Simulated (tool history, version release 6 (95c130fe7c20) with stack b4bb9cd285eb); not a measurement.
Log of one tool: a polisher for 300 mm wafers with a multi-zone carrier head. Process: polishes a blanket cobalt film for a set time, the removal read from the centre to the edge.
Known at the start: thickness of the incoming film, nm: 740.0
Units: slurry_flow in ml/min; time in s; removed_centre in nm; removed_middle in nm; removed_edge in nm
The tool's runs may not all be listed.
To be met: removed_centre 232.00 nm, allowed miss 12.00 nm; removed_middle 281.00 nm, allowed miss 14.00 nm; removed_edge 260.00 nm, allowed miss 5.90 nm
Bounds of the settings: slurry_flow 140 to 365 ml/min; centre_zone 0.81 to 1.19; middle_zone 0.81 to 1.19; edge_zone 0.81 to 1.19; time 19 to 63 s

run  hour  slurry_flow  centre_zone  middle_zone  edge_zone  time  removed_centre  removed_middle  removed_edge
  1   0.0          235         1.00         1.00       1.00    41          240.38          234.41        239.47
  2   3.1          235         1.00         1.06       1.00    41          240.03          246.86        236.64
  3   3.8          235         1.00         1.06       1.00    37          220.79          223.59        214.07
  4  12.7          240         0.98         1.08       1.04    38          223.65          232.04        224.99
  5  21.2          245         0.96         1.10       1.06    39          227.35          245.15        229.72
  6  26.0          245         0.96         1.10       1.09    39          221.16          245.87        232.48
  7  34.5          250         0.95         1.11       1.11    40          222.34          250.75        244.73
  8  40.7          260         0.95         1.13       1.12    40          222.67          257.12        245.70
  9  45.1          265         0.95         1.14       1.13    40          224.05          252.73        248.05
 10  52.7          260         0.94         1.15       1.13    41          230.50          259.33        252.66

5 next moves are on the table. One of them brings every result within its allowed miss. Which?
  A  60.3          250         0.97         1.15       1.19    44               ?               ?             ?
  B  60.3          225         0.95         1.16       1.02    48               ?               ?             ?
  C  60.3          285         0.93         1.17       1.10    42               ?               ?             ?
  D  60.3          230         0.93         1.19       0.90    50               ?               ?             ?
  E  60.3          195         0.81         1.19       0.85    50               ?               ?             ?

move  removed_centre  removed_middle  removed_edge
   A          253.35          281.19        278.42
   B          266.45          304.54        277.94
   C          235.77          276.21        258.11
   D          272.65          324.51        273.42
   E          230.59          316.62        261.48
A: brings the result that was furthest off to its target, and leaves another outside
B: takes the result that was furthest off past its target
C: meets every target
D: takes the result that was furthest off past its target
E: takes the result that was furthest off past its target
Move C is the one to make.

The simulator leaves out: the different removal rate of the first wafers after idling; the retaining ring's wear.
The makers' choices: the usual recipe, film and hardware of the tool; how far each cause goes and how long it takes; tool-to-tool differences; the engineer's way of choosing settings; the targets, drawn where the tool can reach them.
